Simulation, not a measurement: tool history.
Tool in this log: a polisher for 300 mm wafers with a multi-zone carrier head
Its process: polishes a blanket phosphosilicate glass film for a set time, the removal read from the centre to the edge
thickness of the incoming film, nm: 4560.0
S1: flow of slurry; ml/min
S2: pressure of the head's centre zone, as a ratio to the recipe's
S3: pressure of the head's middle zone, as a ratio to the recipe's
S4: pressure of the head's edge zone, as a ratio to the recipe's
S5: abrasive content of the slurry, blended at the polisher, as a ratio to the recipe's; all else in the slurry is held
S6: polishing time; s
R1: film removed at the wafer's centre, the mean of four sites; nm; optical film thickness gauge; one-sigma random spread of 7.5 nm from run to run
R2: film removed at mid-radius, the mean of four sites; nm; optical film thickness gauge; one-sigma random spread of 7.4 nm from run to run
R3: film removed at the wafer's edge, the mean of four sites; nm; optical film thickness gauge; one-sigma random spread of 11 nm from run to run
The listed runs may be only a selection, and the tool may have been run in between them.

run,hour,S1,S2,S3,S4,S5,S6,R1,R2,R3
1,0.0,300,1.00,1.00,1.00,1.00,90,672.36,682.20,697.80
2,8.3,305,1.03,1.01,1.03,1.10,90,728.16,733.52,738.84
3,13.0,305,1.03,1.01,1.03,1.10,108,860.20,893.83,886.96
4,14.7,305,1.03,1.01,1.03,1.30,108,948.57,952.00,975.80
5,23.7,300,1.04,1.00,1.02,1.30,108,966.64,946.89,963.59
# hour 29.6: worn pad replaced by a new one
6,29.6,300,1.04,1.00,1.09,1.30,108,1047.40,1019.80,1085.20
7,36.0,280,1.05,0.90,0.99,1.35,108,1039.90,951.35,1059.10

For run 8, what comes out?
8,41.2,280,1.05,0.89,0.97,1.35,108,?,?,?

R1: 1040.10 nm
R2: 946.77 nm
R3: 1046.90 nm

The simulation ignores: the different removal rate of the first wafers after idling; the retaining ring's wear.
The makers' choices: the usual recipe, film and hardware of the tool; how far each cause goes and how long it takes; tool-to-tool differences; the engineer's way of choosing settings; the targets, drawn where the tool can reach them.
